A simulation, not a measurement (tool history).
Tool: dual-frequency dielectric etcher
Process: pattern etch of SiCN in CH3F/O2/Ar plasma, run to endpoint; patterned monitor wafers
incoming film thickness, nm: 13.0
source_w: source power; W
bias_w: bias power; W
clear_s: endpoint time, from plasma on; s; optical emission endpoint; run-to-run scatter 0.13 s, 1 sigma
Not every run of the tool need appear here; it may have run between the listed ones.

Run 1, hour 0.0: source_w 340 W, bias_w 72 W. Result: clear_s 39.557 s.
Run 2, hour 4.3: source_w 340 W, bias_w 62 W. Result: clear_s 43.053 s.
Run 3, hour 8.9: source_w 370 W, bias_w 62 W. Result: clear_s 42.089 s.
Run 4, hour 14.7: source_w 420 W, bias_w 62 W. Result: clear_s 40.740 s.
Run 5, hour 19.9: source_w 450 W, bias_w 62 W. Result: clear_s 39.614 s.
Run 6, hour 28.2: source_w 450 W, bias_w 50 W. Result: clear_s 45.526 s.

Run 7 comes next. What will it give?
Run 7, hour 32.9: source_w 460 W, bias_w 56 W. Result: clear_s ?.

Logged for run 7: clear_s 41.915 s.
